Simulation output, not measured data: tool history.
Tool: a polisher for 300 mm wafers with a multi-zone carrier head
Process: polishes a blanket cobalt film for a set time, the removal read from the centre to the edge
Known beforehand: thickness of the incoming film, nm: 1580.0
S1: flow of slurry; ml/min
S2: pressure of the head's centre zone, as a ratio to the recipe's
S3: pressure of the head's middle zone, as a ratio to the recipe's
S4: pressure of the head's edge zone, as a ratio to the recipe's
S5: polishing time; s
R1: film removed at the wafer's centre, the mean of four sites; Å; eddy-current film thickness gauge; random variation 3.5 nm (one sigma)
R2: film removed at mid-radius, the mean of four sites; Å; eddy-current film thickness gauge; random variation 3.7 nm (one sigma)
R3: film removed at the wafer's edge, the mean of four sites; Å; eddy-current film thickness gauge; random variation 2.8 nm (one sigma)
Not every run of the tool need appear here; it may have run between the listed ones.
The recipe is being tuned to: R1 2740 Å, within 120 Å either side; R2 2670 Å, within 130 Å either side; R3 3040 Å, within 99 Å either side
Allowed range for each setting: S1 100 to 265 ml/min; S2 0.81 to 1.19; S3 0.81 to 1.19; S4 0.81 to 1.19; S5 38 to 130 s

run	hour	S1	S2	S3	S4	S5	R1	R2	R3
1	0	170	1	1	1	84	3775.2	3780.3	3939.4
2	7.7	165	0.98	0.97	0.98	80	3549.5	3570.3	3717.6
3	13.7	160	0.97	0.94	0.99	76	3345.6	3291.9	3548.6
4	22.6	160	0.97	0.94	0.93	76	3349.9	3391.2	3405.9
5	23.3	160	0.93	0.94	0.93	76	3282	3402.3	3460.5
6	27.4	160	0.93	0.91	0.93	76	3172.4	3270.3	3388.6
7	33.6	155	0.93	0.89	0.93	74	3043.8	3163.4	3382.4
8	38.6	155	0.94	0.87	0.93	72	3085.1	3028.1	3239.5

Exercise: of the 5 proposed moves below, exactly one satisfies all targets within the stated allowed misses. Which move is it?
A	43.6	130	0.81	0.81	1.09	70	?	?	?
B	43.6	125	1.01	0.81	1.02	63	?	?	?
C	43.6	100	1.07	0.81	1.05	64	?	?	?
D	43.6	130	0.94	0.83	0.98	68	?	?	?
E	43.6	140	0.87	0.83	1.01	77	?	?	?

move	R1	R2	R3
A	2575.3	2764.4	3326.7
B	2759.9	2463.4	2878.6
C	2750.4	2357	2847.5
D	2832.4	2711.6	3066.7
E	3062	3121.6	3564.2
A: takes the result that was furthest off past its target
B: gets the furthest-off result to its target, but another result is out of tolerance
C: gets the furthest-off result to its target, but another result is out of tolerance
D: hits every target within its allowed miss
E: the biggest miss grows against the last run
Correct choice: D, which meets every target

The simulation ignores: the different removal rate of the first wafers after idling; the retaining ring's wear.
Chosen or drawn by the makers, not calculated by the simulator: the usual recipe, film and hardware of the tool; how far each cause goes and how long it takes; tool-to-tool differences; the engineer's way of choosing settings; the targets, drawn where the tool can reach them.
